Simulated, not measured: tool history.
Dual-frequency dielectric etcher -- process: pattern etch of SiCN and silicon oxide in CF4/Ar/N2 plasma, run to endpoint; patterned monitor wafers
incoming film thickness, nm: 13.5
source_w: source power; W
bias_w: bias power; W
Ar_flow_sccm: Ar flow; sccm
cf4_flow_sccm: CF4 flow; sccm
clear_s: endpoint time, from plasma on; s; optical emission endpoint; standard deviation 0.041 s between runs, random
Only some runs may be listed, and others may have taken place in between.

| run | hour | source_w | bias_w | Ar_flow_sccm | cf4_flow_sccm | clear_s |
|---|---|---|---|---|---|---|
| 1 | 0 | 500 | 56 | 109 | 54 | 16.406 |
| 2 | 6.2 | 500 | 56 | 109 | 58 | 16.299 |
| 3 | 9.3 | 500 | 56 | 120 | 58 | 16.643 |
| 4 | 13.7 | 500 | 64 | 120 | 58 | 16.048 |
| 5 | 20 | 500 | 74 | 120 | 58 | 15.307 |
| 6 | 20.5 | 510 | 74 | 120 | 58 | 15.11 |

Run 7 is up next; what results do you expect?
| 7 | 25.7 | 520 | 74 | 120 | 58 | ? |

Run 7 came out at clear_s 14.699 s.
